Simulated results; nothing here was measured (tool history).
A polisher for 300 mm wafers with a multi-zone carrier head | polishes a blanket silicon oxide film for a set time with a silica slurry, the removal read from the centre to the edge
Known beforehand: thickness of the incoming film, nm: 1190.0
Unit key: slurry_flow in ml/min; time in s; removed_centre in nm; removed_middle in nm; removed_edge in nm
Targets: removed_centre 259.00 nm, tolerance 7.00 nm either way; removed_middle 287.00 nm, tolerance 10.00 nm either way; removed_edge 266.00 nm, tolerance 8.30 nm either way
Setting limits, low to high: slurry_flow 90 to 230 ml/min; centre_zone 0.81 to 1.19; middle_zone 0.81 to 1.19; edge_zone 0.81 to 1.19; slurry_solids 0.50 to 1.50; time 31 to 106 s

Run 1, day 0.000: slurry_flow 150 ml/min, centre_zone 1.00, middle_zone 1.00, edge_zone 1.00, slurry_solids 1.00, time 68 s. Result: removed_centre 181.42 nm, removed_middle 173.57 nm, removed_edge 176.17 nm.
Run 2, day 0.104: slurry_flow 150 ml/min, centre_zone 1.00, middle_zone 1.00, edge_zone 1.00, slurry_solids 1.00, time 76 s. Result: removed_centre 203.21 nm, removed_middle 199.61 nm, removed_edge 196.84 nm.
Run 3, day 0.429: slurry_flow 115 ml/min, centre_zone 1.00, middle_zone 1.00, edge_zone 1.00, slurry_solids 1.00, time 76 s. Result: removed_centre 189.89 nm, removed_middle 185.62 nm, removed_edge 189.03 nm.
Run 4, day 0.775: slurry_flow 115 ml/min, centre_zone 1.00, middle_zone 1.00, edge_zone 1.00, slurry_solids 1.00, time 88 s. Result: removed_centre 220.91 nm, removed_middle 219.57 nm, removed_edge 222.29 nm.
Run 5, day 1.146: slurry_flow 115 ml/min, centre_zone 1.00, middle_zone 1.00, edge_zone 1.00, slurry_solids 1.20, time 88 s. Result: removed_centre 235.74 nm, removed_middle 231.42 nm, removed_edge 234.23 nm.
At day 1.412: worn pad replaced by a new one.
Run 6, day 1.412: slurry_flow 145 ml/min, centre_zone 1.00, middle_zone 1.00, edge_zone 1.00, slurry_solids 1.20, time 88 s. Result: removed_centre 260.99 nm, removed_middle 252.85 nm, removed_edge 256.27 nm.
Run 7, day 1.592: slurry_flow 150 ml/min, centre_zone 0.99, middle_zone 1.03, edge_zone 1.00, slurry_solids 1.20, time 88 s. Result: removed_centre 260.25 nm, removed_middle 265.54 nm, removed_edge 256.58 nm.
Run 8, day 1.829: slurry_flow 150 ml/min, centre_zone 0.99, middle_zone 1.03, edge_zone 1.00, slurry_solids 1.20, time 88 s. Result: removed_centre 261.44 nm, removed_middle 262.76 nm, removed_edge 261.37 nm.

5 candidate next runs follow, results not yet known. Just one meets every target within its allowed miss. Identify it.
Run A, day 2.067: slurry_flow 160 ml/min, centre_zone 0.95, middle_zone 1.16, edge_zone 0.93, slurry_solids 1.10, time 93 s. Result: removed_centre ?, removed_middle ?, removed_edge ?.
Run B, day 2.067: slurry_flow 180 ml/min, centre_zone 0.90, middle_zone 1.19, edge_zone 0.91, slurry_solids 1.25, time 85 s. Result: removed_centre ?, removed_middle ?, removed_edge ?.
Run C, day 2.067: slurry_flow 145 ml/min, centre_zone 0.92, middle_zone 1.17, edge_zone 0.95, slurry_solids 1.10, time 96 s. Result: removed_centre ?, removed_middle ?, removed_edge ?.
Run D, day 2.067: slurry_flow 140 ml/min, centre_zone 0.93, middle_zone 1.09, edge_zone 0.98, slurry_solids 1.15, time 93 s. Result: removed_centre ?, removed_middle ?, removed_edge ?.
Run E, day 2.067: slurry_flow 150 ml/min, centre_zone 1.05, middle_zone 1.01, edge_zone 1.09, slurry_solids 0.95, time 91 s. Result: removed_centre ?, removed_middle ?, removed_edge ?.

move  removed_centre  removed_middle  removed_edge
   A          263.04          303.05        261.34
   B          248.90          301.18        250.24
   C          262.40          310.50        269.51
   D          257.99          285.93        268.41
   E          254.94          247.22        260.52
A: pushes the last run's worst result past its target
B: pushes the last run's worst result past its target
C: pushes the last run's worst result past its target
D: all results in spec
E: further off than the last run
Move D is the one to make.
